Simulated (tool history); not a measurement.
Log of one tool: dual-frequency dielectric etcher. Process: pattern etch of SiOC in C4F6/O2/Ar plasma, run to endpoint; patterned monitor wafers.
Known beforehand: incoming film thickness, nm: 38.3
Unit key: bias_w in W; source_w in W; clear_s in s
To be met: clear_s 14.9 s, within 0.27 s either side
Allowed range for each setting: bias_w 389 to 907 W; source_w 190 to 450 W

Run 1, day 0: bias_w 648 W, source_w 320 W. Result: clear_s 13.295 s.
Run 2, day 0.283: bias_w 703 W, source_w 320 W. Result: clear_s 12.959 s.
Run 3, day 0.508: bias_w 703 W, source_w 340 W. Result: clear_s 12.658 s.
Run 4, day 0.721: bias_w 703 W, source_w 310 W. Result: clear_s 13.019 s.
Run 5, day 0.9: bias_w 656 W, source_w 310 W. Result: clear_s 13.222 s.
Run 6, day 0.929: bias_w 607 W, source_w 300 W. Result: clear_s 13.872 s.
Run 7, day 1.021: bias_w 582 W, source_w 300 W. Result: clear_s 14.022 s.
Run 8, day 1.075: bias_w 560 W, source_w 300 W. Result: clear_s 14.207 s.

Pick the move, out of 5, that brings all results within their allowed miss; only one does.
Run A, day 1.129: bias_w 611 W, source_w 320 W. Result: clear_s ?.
Run B, day 1.129: bias_w 634 W, source_w 330 W. Result: clear_s ?.
Run C, day 1.129: bias_w 551 W, source_w 330 W. Result: clear_s ?.
Run D, day 1.129: bias_w 618 W, source_w 240 W. Result: clear_s ?.
Run E, day 1.129: bias_w 676 W, source_w 320 W. Result: clear_s ?.

move  clear_s
   A   13.588
   B    13.28
   C   13.876
   D   15.024
   E   13.153
A: moves away from the targets compared with the last run
B: moves away from the targets compared with the last run
C: moves away from the targets compared with the last run
D: in spec on every target
E: moves away from the targets compared with the last run
Move D is the one to make.
